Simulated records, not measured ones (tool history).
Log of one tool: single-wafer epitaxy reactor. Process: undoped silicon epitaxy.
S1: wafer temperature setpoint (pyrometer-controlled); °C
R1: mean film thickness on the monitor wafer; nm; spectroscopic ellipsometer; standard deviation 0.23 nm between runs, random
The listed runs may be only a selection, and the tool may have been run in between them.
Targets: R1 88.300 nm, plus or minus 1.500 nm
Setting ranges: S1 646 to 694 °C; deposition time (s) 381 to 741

Run 1, hour 0.0: S1 670 °C, deposition time (s) 561. Result: R1 127.030 nm.
Run 2, hour 6.4: S1 667 °C, deposition time (s) 560. Result: R1 118.210 nm.
Run 3, hour 13.0: S1 671 °C, deposition time (s) 560. Result: R1 130.040 nm.
Run 4, hour 15.3: S1 666 °C, deposition time (s) 560. Result: R1 115.390 nm.
Run 5, hour 23.1: S1 664 °C, deposition time (s) 560. Result: R1 109.480 nm.
Run 6, hour 24.4: S1 662 °C, deposition time (s) 560. Result: R1 104.350 nm.
Run 7, hour 30.8: S1 661 °C, deposition time (s) 560. Result: R1 101.740 nm.
Run 8, hour 35.3: S1 660 °C, deposition time (s) 560. Result: R1 99.653 nm.
Run 9, hour 39.2: S1 659 °C, deposition time (s) 560. Result: R1 96.748 nm.
Run 10, hour 45.1: S1 658 °C, deposition time (s) 560. Result: R1 94.933 nm.
Run 11, hour 52.8: S1 657 °C, deposition time (s) 560. Result: R1 92.355 nm.
Run 12, hour 58.6: S1 657 °C, deposition time (s) 560. Result: R1 92.479 nm.
Run 13, hour 59.6: S1 654 °C, deposition time (s) 560. Result: R1 85.550 nm.

Exercise: of the 4 proposed moves below, exactly one satisfies all targets within the stated allowed misses. Which move is it?
Run A, hour 60.6: S1 652 °C, deposition time (s) 582. Result: R1 ?.
Run B, hour 60.6: S1 655 °C, deposition time (s) 566. Result: R1 ?.
Run C, hour 60.6: S1 646 °C, deposition time (s) 675. Result: R1 ?.
Run D, hour 60.6: S1 656 °C, deposition time (s) 526. Result: R1 ?.

move      R1
   A  84.577
   B  88.665
   C  84.272
   D  84.477
A: its largest miss is bigger than the last run's
B: every result lands within tolerance
C: its largest miss is bigger than the last run's
D: its largest miss is bigger than the last run's
B is the move that brings every result within its allowed miss.

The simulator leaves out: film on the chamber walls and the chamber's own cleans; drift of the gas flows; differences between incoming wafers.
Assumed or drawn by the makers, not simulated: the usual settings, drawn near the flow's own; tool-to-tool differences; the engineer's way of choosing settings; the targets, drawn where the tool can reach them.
